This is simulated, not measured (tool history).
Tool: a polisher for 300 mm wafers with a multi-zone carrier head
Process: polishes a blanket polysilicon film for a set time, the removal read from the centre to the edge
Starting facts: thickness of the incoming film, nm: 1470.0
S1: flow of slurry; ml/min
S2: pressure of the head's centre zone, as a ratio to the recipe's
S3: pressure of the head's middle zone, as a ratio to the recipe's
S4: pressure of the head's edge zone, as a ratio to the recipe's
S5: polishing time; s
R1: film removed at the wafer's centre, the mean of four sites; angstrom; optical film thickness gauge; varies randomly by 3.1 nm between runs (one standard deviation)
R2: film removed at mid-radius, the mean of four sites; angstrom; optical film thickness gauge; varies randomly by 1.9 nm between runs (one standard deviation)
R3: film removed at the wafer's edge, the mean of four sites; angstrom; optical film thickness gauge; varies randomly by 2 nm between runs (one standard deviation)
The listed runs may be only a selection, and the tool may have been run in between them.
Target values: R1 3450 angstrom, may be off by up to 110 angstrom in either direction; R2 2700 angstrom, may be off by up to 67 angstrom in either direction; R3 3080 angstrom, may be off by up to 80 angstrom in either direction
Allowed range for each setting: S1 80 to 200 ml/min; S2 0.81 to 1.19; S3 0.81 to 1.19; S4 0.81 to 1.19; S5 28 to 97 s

run,hour,S1,S2,S3,S4,S5,R1,R2,R3
1,0,130,1,1,1,62,5242.7,4635.7,4696.8
2,7.8,130,1,1,1.03,62,5311,4638.4,4758.8
3,9.8,120,1,0.95,0.98,55,4572.3,3829.2,4019.2
4,14.9,120,1,0.95,0.98,43,3575.3,3042.2,3153.7
5,23.2,120,1,0.95,0.91,43,3594.9,3043.3,3065.3
6,23.7,120,1,0.95,0.91,56,4667.8,3936,3954.1
# hour 26.1: centre zone pressure recalibrated
7,26.1,85,0.96,0.85,0.88,43,2692.9,2479.7,2794.2
8,32.2,85,0.96,0.85,0.88,43,2729.9,2463.7,2790.1

5 candidate next runs follow, results not yet known. Just one meets every target within its allowed miss. Identify it.
A,38.3,115,1.04,0.97,0.84,40,?,?,?
B,38.3,95,1.08,0.83,0.89,46,?,?,?
C,38.3,80,0.87,0.88,0.86,41,?,?,?
D,38.3,80,0.85,0.84,0.89,39,?,?,?
E,38.3,85,0.92,0.97,0.83,39,?,?,?

move,R1,R2,R3
A,3082.9,2817.7,2723.7
B,3436.8,2687.6,3095
C,2280.8,2354.6,2600.5
D,2118.7,2156.6,2513.7
E,2365.1,2487.4,2470.9
A: closer than the last run, but not yet in spec
B: meets every target
C: further off than the last run
D: further off than the last run
E: further off than the last run
Answer: B
